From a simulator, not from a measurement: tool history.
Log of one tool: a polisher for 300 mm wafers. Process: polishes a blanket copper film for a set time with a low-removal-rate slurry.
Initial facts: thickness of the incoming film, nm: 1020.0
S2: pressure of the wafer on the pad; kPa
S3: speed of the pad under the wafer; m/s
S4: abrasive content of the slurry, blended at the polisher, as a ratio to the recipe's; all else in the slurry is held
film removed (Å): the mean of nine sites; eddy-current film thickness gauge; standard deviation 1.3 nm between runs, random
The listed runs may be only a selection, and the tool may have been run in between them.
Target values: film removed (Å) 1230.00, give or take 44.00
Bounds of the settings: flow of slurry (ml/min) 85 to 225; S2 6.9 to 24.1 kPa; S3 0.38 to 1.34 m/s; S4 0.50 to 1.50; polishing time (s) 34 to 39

run 1 hour=0.0 | flow_of_slurry_(ml/min)=145 S2=15.2 S3=0.86 S4=1.00 polishing_time_(s)=39 | film_removed_(Å)=867.26
run 2 hour=7.1 | flow_of_slurry_(ml/min)=145 S2=15.2 S3=0.86 S4=1.00 polishing_time_(s)=39 | film_removed_(Å)=857.60
run 3 hour=12.9 | flow_of_slurry_(ml/min)=150 S2=15.9 S3=0.86 S4=1.00 polishing_time_(s)=39 | film_removed_(Å)=899.95
run 4 hour=21.3 | flow_of_slurry_(ml/min)=150 S2=13.8 S3=0.86 S4=1.00 polishing_time_(s)=39 | film_removed_(Å)=803.97
run 5 hour=30.0 | flow_of_slurry_(ml/min)=115 S2=13.8 S3=0.86 S4=1.00 polishing_time_(s)=39 | film_removed_(Å)=756.42
run 6 hour=31.7 | flow_of_slurry_(ml/min)=120 S2=14.5 S3=0.86 S4=1.00 polishing_time_(s)=39 | film_removed_(Å)=801.58
run 7 hour=40.7 | flow_of_slurry_(ml/min)=125 S2=15.2 S3=0.86 S4=1.00 polishing_time_(s)=39 | film_removed_(Å)=846.15
run 8 hour=43.3 | flow_of_slurry_(ml/min)=125 S2=15.9 S3=0.86 S4=1.00 polishing_time_(s)=39 | film_removed_(Å)=870.24
run 9 hour=47.1 | flow_of_slurry_(ml/min)=130 S2=16.5 S3=0.86 S4=1.00 polishing_time_(s)=39 | film_removed_(Å)=944.86
run 10 hour=54.7 | flow_of_slurry_(ml/min)=130 S2=17.2 S3=0.86 S4=1.00 polishing_time_(s)=39 | film_removed_(Å)=947.47
run 11 hour=62.8 | flow_of_slurry_(ml/min)=135 S2=17.9 S3=0.86 S4=1.00 polishing_time_(s)=39 | film_removed_(Å)=1001.00
run 12 hour=69.6 | flow_of_slurry_(ml/min)=140 S2=18.6 S3=0.86 S4=1.00 polishing_time_(s)=39 | film_removed_(Å)=1075.00
run 13 hour=70.8 | flow_of_slurry_(ml/min)=145 S2=18.6 S3=0.86 S4=1.00 polishing_time_(s)=39 | film_removed_(Å)=1063.00
run 14 hour=71.8 | flow_of_slurry_(ml/min)=150 S2=18.6 S3=0.86 S4=1.00 polishing_time_(s)=39 | film_removed_(Å)=1076.00

Next run, 4 choices. One meets every target within its allowed miss, the rest don't. Which?
run A hour=72.8 | flow_of_slurry_(ml/min)=115 S2=20.7 S3=0.88 S4=0.95 polishing_time_(s)=39 | film_removed_(Å)=?
run B hour=72.8 | flow_of_slurry_(ml/min)=145 S2=19.3 S3=0.94 S4=1.05 polishing_time_(s)=39 | film_removed_(Å)=?
run C hour=72.8 | flow_of_slurry_(ml/min)=185 S2=22.1 S3=0.94 S4=1.20 polishing_time_(s)=35 | film_removed_(Å)=?
run D hour=72.8 | flow_of_slurry_(ml/min)=135 S2=20.7 S3=0.84 S4=1.00 polishing_time_(s)=39 | film_removed_(Å)=?

move=A film_removed_(Å)=1135.30
move=B film_removed_(Å)=1214.50
move=C film_removed_(Å)=1328.80
move=D film_removed_(Å)=1137.40
A: gains on the last run, yet a result remains outside its allowed miss
B: in spec on every target
C: the result that was furthest off in the last run now lies on the other side of its target
D: gains on the last run, yet a result remains outside its allowed miss
Go with B: it meets all targets.
